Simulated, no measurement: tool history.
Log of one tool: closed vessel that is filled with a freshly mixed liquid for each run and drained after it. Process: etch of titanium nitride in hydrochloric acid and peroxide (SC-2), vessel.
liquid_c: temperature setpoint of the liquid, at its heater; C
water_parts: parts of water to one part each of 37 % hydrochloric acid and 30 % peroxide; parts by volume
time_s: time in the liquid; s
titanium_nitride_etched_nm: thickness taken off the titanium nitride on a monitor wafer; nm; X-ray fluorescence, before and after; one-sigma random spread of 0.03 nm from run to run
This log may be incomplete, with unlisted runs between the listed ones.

run	hour	liquid_c	water_parts	time_s	titanium_nitride_etched_nm
1	0.0	45.0	7.5	250	9.3859
2	2.3	48.0	7.5	250	11.6030
3	5.0	46.0	7.5	250	10.1500
4	5.6	44.5	7.5	250	9.0611
5	12.0	47.0	7.5	250	10.6920
6	17.3	43.0	7.5	250	8.1579

Expected results for the next run?
7	22.4	37.5	7.5	250	?

Logged for run 7: titanium_nitride_etched_nm 5.5523 nm.
